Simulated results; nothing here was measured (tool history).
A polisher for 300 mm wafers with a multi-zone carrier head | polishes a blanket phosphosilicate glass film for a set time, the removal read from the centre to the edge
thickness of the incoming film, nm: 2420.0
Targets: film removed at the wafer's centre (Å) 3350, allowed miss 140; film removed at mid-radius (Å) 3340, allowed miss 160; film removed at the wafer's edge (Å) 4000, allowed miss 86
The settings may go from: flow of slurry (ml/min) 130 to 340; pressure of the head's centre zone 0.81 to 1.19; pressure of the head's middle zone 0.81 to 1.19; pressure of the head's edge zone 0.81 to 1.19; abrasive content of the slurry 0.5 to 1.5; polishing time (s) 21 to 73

run	hour	flow of slurry (ml/min)	pressure of the head's centre zone	pressure of the head's middle zone	pressure of the head's edge zone	abrasive content of the slurry	polishing time (s)	film removed at the wafer's centre (Å)	film removed at mid-radius (Å)	film removed at the wafer's edge (Å)
1	0	220	1	1	1	1	47	6003.6	6068.6	5916
2	7.9	200	0.96	0.94	1.01	0.85	45	4887.5	4865.5	5034.1
3	15	200	1.02	0.94	1.01	0.85	45	5118.3	4757.5	5042.8
4	18.9	180	0.97	0.9	1.03	0.75	45	4324.3	4180.5	4526.3
5	23.8	180	0.97	0.9	1.09	0.75	45	4360.8	4119.6	4690.9
6	27.6	165	0.94	0.87	1.09	0.7	45	3905.9	3713.7	4317.4
7	36	155	0.92	0.86	1.09	0.7	45	3701.8	3632.1	4322
8	38.6	150	0.91	0.85	1.07	0.7	45	3694.3	3596.3	4241.4

4 next moves are on the table. One of them brings every result within its allowed miss. Which?
A	41.2	150	0.97	0.97	0.99	0.55	56	?	?	?
B	41.2	135	1.07	0.83	0.88	0.8	41	?	?	?
C	41.2	170	0.86	0.95	1.05	0.65	45	?	?	?
D	41.2	145	0.88	0.84	1.07	0.6	50	?	?	?

move	film removed at the wafer's centre (Å)	film removed at mid-radius (Å)	film removed at the wafer's edge (Å)
A	3752.4	3787.7	3848.2
B	4334.1	3495.8	3895.9
C	3344.1	3735.7	3928.2
D	3351.7	3319.5	3938.6
A: takes the result that was furthest off past its target
B: takes the result that was furthest off past its target
C: brings the result that was furthest off to its target, and leaves another outside
D: meets every target
Answer: D
